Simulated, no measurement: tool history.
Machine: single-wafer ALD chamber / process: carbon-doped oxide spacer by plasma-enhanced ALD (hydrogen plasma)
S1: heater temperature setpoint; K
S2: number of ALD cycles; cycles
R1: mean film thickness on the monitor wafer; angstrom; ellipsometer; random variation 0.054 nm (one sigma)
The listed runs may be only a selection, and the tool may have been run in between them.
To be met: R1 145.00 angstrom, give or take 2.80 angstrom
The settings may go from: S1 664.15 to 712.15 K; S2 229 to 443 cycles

{"run": 1, "day": 0.0, "S1": 688.15, "S2": 336, "R1": 174.29}
{"run": 2, "day": 0.35, "S1": 680.15, "S2": 336, "R1": 178.25}
{"run": 3, "day": 0.517, "S1": 683.15, "S2": 324, "R1": 170.74}
{"run": 4, "day": 0.592, "S1": 683.15, "S2": 304, "R1": 160.26}
{"run": 5, "day": 0.867, "S1": 686.15, "S2": 299, "R1": 155.63}
{"day": 1.004, "done": "thermocouple changed; heater temperature recalibrated"}
{"run": 6, "day": 1.004, "S1": 688.15, "S2": 297, "R1": 155.62}
{"run": 7, "day": 1.288, "S1": 689.15, "S2": 293, "R1": 152.7}
{"run": 8, "day": 1.612, "S1": 690.15, "S2": 290, "R1": 150.54}
{"run": 9, "day": 1.833, "S1": 691.15, "S2": 288, "R1": 149.55}
{"run": 10, "day": 2.175, "S1": 692.15, "S2": 286, "R1": 147.97}

Below are 4 possible settings for the next run. Only one of them brings all results inside the allowed miss of their targets. Which is it?
{"run": "A", "day": 2.517, "S1": 694.15, "S2": 294, "R1": "?"}
{"run": "B", "day": 2.517, "S1": 685.15, "S2": 289, "R1": "?"}
{"run": "C", "day": 2.517, "S1": 695.15, "S2": 281, "R1": "?"}
{"run": "D", "day": 2.517, "S1": 681.15, "S2": 285, "R1": "?"}

move=A R1=152.12
move=B R1=154.10
move=C R1=144.90
move=D R1=153.97
A: further off than the last run
B: further off than the last run
C: in spec on every target
D: further off than the last run
The move that meets every target is C.
